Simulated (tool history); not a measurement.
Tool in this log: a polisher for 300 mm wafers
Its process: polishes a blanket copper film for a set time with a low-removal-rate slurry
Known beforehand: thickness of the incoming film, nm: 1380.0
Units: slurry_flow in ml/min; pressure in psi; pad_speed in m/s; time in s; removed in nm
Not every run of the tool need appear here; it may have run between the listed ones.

Run 1, hour 0.0: slurry_flow 240 ml/min, pressure 2.3 psi, pad_speed 1.22 m/s, slurry_solids 1.0, time 47 s. Result: removed 124.37 nm.
Run 2, hour 2.6: slurry_flow 240 ml/min, pressure 2.3 psi, pad_speed 1.22 m/s, slurry_solids 0.8, time 47 s. Result: removed 120.53 nm.
Run 3, hour 4.6: slurry_flow 240 ml/min, pressure 2.2 psi, pad_speed 1.22 m/s, slurry_solids 0.8, time 47 s. Result: removed 114.95 nm.
Run 4, hour 9.6: slurry_flow 240 ml/min, pressure 2.2 psi, pad_speed 1.22 m/s, slurry_solids 0.8, time 43 s. Result: removed 105.39 nm.
Run 5, hour 14.0: slurry_flow 240 ml/min, pressure 2.5 psi, pad_speed 1.22 m/s, slurry_solids 0.8, time 43 s. Result: removed 120.10 nm.
Run 6, hour 19.4: slurry_flow 240 ml/min, pressure 2.9 psi, pad_speed 1.22 m/s, slurry_solids 0.8, time 43 s. Result: removed 136.15 nm.

Predict the results of run 7:
Run 7, hour 21.3: slurry_flow 235 ml/min, pressure 2.3 psi, pad_speed 1.18 m/s, slurry_solids 0.8, time 43 s. Result: removed ?.

Run 7 gave removed 109.26 nm.
